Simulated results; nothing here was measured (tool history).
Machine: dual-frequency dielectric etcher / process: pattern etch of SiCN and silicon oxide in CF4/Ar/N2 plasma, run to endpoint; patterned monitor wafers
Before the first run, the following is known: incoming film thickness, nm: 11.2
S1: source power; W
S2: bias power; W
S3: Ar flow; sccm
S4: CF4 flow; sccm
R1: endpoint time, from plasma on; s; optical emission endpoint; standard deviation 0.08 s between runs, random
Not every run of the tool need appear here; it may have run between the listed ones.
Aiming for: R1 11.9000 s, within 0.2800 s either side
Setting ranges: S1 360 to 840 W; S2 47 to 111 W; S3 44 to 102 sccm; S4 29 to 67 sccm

run    day   S1  S2  S3  S4       R1
  1  0.000  600  79  73  48   9.2216
  2  0.288  580  79  73  48   9.3098
  3  0.633  510  79  73  48  10.2900
  4  0.946  600  79  73  48   9.0581
  5  1.258  680  79  73  48   8.2610
  6  1.583  650  78  73  48   8.5735
  7  1.900  630  78  73  48   8.8344
  8  2.112  630  78  73  48   8.8316
  9  2.400  610  78  73  48   9.0944
 10  2.588  590  78  73  48   9.1946
 11  2.825  570  77  73  48   9.5625
 12  3.142  550  77  73  48   9.7120
 13  3.262  530  77  73  48  10.0660
 14  3.288  520  77  73  48  10.1500
 15  3.579  510  77  73  48  10.3080
 16  3.838  510  77  73  48  10.2390
 17  3.862  390  75  73  48  12.3180

4 next moves are on the table. One of them brings every result within its allowed miss. Which?
  A  3.888  370  72  69  41   ?
  B  3.888  390  74  75  48   ?
  C  3.888  410  76  93  48   ?
  D  3.888  390  76  66  50   ?

move       R1
   A  12.9890
   B  12.5000
   C  12.5890
   D  11.9350
A: its largest miss is bigger than the last run's
B: its largest miss is bigger than the last run's
C: its largest miss is bigger than the last run's
D: all results in spec
Answer: D
